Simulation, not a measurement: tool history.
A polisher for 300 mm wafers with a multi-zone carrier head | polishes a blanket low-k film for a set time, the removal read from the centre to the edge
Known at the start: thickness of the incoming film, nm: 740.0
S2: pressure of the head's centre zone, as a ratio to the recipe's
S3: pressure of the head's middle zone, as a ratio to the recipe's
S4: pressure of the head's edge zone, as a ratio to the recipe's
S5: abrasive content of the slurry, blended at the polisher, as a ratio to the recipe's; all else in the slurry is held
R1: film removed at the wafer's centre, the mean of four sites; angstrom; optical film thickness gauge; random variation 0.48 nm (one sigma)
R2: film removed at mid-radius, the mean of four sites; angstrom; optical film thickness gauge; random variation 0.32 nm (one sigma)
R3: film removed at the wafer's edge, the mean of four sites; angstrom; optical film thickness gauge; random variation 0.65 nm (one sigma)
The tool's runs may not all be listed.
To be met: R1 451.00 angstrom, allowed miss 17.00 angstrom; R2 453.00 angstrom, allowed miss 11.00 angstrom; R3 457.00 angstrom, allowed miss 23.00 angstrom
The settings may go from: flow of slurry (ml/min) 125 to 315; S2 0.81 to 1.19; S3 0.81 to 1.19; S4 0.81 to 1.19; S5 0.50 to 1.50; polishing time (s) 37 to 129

Run 1, hour 0.0: flow of slurry (ml/min) 205, S2 1.00, S3 1.00, S4 1.00, S5 1.00, polishing time (s) 83. Result: R1 328.70 angstrom, R2 335.00 angstrom, R3 325.48 angstrom.
Run 2, hour 6.9: flow of slurry (ml/min) 210, S2 1.02, S3 1.02, S4 1.05, S5 1.15, polishing time (s) 83. Result: R1 350.42 angstrom, R2 354.40 angstrom, R3 351.22 angstrom.
Run 3, hour 14.4: flow of slurry (ml/min) 210, S2 1.02, S3 1.02, S4 1.05, S5 1.30, polishing time (s) 83. Result: R1 368.72 angstrom, R2 377.81 angstrom, R3 374.51 angstrom.
Run 4, hour 17.5: flow of slurry (ml/min) 210, S2 1.02, S3 1.02, S4 1.02, S5 1.30, polishing time (s) 83. Result: R1 365.12 angstrom, R2 373.03 angstrom, R3 365.30 angstrom.
Run 5, hour 21.7: flow of slurry (ml/min) 210, S2 0.99, S3 1.02, S4 1.02, S5 1.30, polishing time (s) 83. Result: R1 359.94 angstrom, R2 376.15 angstrom, R3 362.01 angstrom.
Run 6, hour 27.8: flow of slurry (ml/min) 220, S2 1.03, S3 1.05, S4 1.07, S5 1.35, polishing time (s) 84. Result: R1 385.05 angstrom, R2 395.98 angstrom, R3 376.45 angstrom.
Run 7, hour 35.4: flow of slurry (ml/min) 210, S2 1.03, S3 1.04, S4 1.08, S5 1.40, polishing time (s) 87. Result: R1 399.13 angstrom, R2 411.38 angstrom, R3 405.23 angstrom.
Run 8, hour 42.1: flow of slurry (ml/min) 210, S2 1.03, S3 1.04, S4 1.08, S5 1.40, polishing time (s) 87. Result: R1 396.70 angstrom, R2 415.01 angstrom, R3 403.27 angstrom.

5 next moves are on the table. One of them brings every result within its allowed miss. Which?
Run A, hour 48.8: flow of slurry (ml/min) 185, S2 0.81, S3 1.07, S4 1.19, S5 1.50, polishing time (s) 95. Result: R1 ?, R2 ?, R3 ?.
Run B, hour 48.8: flow of slurry (ml/min) 265, S2 1.18, S3 1.13, S4 0.97, S5 1.35, polishing time (s) 92. Result: R1 ?, R2 ?, R3 ?.
Run C, hour 48.8: flow of slurry (ml/min) 155, S2 1.03, S3 0.84, S4 1.19, S5 1.50, polishing time (s) 114. Result: R1 ?, R2 ?, R3 ?.
Run D, hour 48.8: flow of slurry (ml/min) 215, S2 1.06, S3 1.03, S4 1.12, S5 1.50, polishing time (s) 94. Result: R1 ?, R2 ?, R3 ?.
Run E, hour 48.8: flow of slurry (ml/min) 210, S2 1.00, S3 1.07, S4 1.10, S5 1.35, polishing time (s) 95. Result: R1 ?, R2 ?, R3 ?.

move      R1      R2      R3
   A  343.23  454.77  462.64
   B  510.06  478.84  420.99
   C  497.48  425.58  540.02
   D  462.45  449.71  457.41
   E  423.95  451.93  442.10
A: brings the result that was furthest off to its target, and leaves another outside
B: takes the result that was furthest off past its target
C: as far off as the last run
D: meets every target
E: brings the result that was furthest off to its target, and leaves another outside
Move D is the one to make.
